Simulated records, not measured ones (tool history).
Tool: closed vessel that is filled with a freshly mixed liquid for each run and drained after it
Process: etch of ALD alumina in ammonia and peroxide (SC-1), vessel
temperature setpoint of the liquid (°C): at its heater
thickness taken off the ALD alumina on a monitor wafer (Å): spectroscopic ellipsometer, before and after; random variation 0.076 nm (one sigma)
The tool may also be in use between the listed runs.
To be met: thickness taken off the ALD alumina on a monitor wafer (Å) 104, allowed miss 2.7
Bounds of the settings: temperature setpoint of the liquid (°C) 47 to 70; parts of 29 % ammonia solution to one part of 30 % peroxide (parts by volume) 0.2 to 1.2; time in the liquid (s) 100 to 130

| run | hour | temperature setpoint of the liquid (°C) | parts of 29 % ammonia solution to one part of 30 % peroxide (parts by volume) | time in the liquid (s) | thickness taken off the ALD alumina on a monitor wafer (Å) |
|---|---|---|---|---|---|
| 1 | 0 | 63 | 0.9 | 130 | 119.85 |
| 2 | 7 | 62.5 | 0.9 | 130 | 116.25 |
| 3 | 8.4 | 69 | 0.9 | 130 | 159.4 |
| 4 | 13.1 | 67.5 | 0.9 | 130 | 147.67 |
|  | 16 | new drum of ammonia solution connected |
| 5 | 16 | 64 | 0.9 | 130 | 125.66 |
| 6 | 19.1 | 69.5 | 0.9 | 130 | 162.94 |
| 7 | 26.4 | 68 | 0.9 | 130 | 152.8 |
| 8 | 28.9 | 66.5 | 0.9 | 130 | 140.83 |
| 9 | 31.9 | 65.5 | 0.9 | 130 | 135.23 |
| 10 | 40.4 | 64.5 | 0.9 | 130 | 128.79 |
| 11 | 42.2 | 63.5 | 0.9 | 130 | 123.64 |
| 12 | 48.9 | 63 | 0.9 | 130 | 120.41 |
| 13 | 55.6 | 62.5 | 0.9 | 130 | 116.34 |

4 next moves are on the table. One of them brings every result within its allowed miss. Which?
| A | 62.3 | 61 | 1 | 115 | ? |
| B | 62.3 | 67.5 | 0.35 | 100 | ? |
| C | 62.3 | 58.5 | 1.15 | 130 | ? |
| D | 62.3 | 65.5 | 0.85 | 125 | ? |

| move | thickness taken off the ALD alumina on a monitor wafer (Å) |
|---|---|
| A | 96.948 |
| B | 105.58 |
| C | 97.662 |
| D | 130.08 |
A: takes the result that was furthest off past its target
B: meets every target
C: takes the result that was furthest off past its target
D: further off than the last run
The right move is B.
